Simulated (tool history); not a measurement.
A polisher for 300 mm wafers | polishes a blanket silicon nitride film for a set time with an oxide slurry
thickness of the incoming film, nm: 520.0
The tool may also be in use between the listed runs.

run	hour	flow of slurry (ml/min)	pressure of the wafer on the pad (psi)	speed of the pad under the wafer (cm/s)	abrasive content of the slurry	polishing time (s)	film removed (nm)
1	0.0	285	4.5	100	1.0	116	94.424
2	7.8	285	4.5	86	1.0	116	83.269
3	10.8	285	4.9	86	1.0	116	92.408
4	17.2	285	4.9	68	1.0	116	75.972
5	21.3	285	4.9	68	0.9	116	71.659
6	24.7	325	4.9	68	0.9	116	72.080
7	26.1	325	5.4	70	0.9	116	81.878
8	27.7	325	5.8	72	0.9	116	88.773
9	33.3	325	6.1	76	0.9	116	96.000
10	38.5	325	6.3	80	0.9	116	105.270
11	47.4	325	6.5	82	0.9	116	109.070
12	49.5	325	6.6	84	0.9	116	113.170
13	54.5	325	6.7	86	0.9	116	119.220
14	56.0	325	6.8	86	0.9	116	119.200

Run 15 comes next. What will it give?
15	56.9	325	6.9	88	0.9	116	?

Run 15 gave film removed (nm) 122.090.
